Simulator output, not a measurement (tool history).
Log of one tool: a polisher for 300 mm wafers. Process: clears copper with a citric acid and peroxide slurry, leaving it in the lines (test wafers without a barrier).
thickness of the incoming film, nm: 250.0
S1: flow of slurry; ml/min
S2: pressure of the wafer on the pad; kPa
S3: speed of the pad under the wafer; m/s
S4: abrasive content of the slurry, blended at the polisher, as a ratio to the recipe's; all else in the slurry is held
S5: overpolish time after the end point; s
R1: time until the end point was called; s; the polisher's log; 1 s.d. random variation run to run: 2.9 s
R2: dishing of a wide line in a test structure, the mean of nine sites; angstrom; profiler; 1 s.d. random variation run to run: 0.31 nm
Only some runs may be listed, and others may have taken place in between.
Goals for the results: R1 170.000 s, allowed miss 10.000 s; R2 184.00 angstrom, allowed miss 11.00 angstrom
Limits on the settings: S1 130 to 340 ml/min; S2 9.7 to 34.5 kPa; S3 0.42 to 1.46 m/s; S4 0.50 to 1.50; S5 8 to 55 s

run,hour,S1,S2,S3,S4,S5,R1,R2
1,0.0,220,22.1,0.94,1.00,28,99.451,441.08
2,6.8,180,22.1,0.94,1.00,28,99.279,411.65
3,8.4,175,20.0,0.90,1.00,25,113.490,354.67
4,12.1,175,20.0,0.90,1.00,36,113.660,457.32
5,19.6,170,18.6,0.86,1.00,30,126.010,375.72
6,28.6,165,17.9,0.84,1.00,24,131.870,299.30
7,34.3,165,16.5,0.84,1.00,21,139.100,260.67
8,35.0,165,11.0,0.84,1.00,14,180.990,137.80
9,36.9,165,11.7,0.82,1.00,15,181.780,149.26

4 candidate next runs follow, results not yet known. Just one meets every target within its allowed miss. Identify it.
A,38.8,185,13.1,0.74,0.95,11,?,?
B,38.8,165,10.3,0.94,0.95,15,?,?
C,38.8,255,18.6,0.64,0.70,18,?,?
D,38.8,165,11.7,0.72,1.05,13,?,?

move,R1,R2
A,179.700,109.11
B,173.440,149.36
C,166.610,185.50
D,194.160,118.42
A: misses by more than the last run did
B: about as far from the targets as the last run
C: each result inside its tolerance
D: misses by more than the last run did
Go with C: it meets all targets.
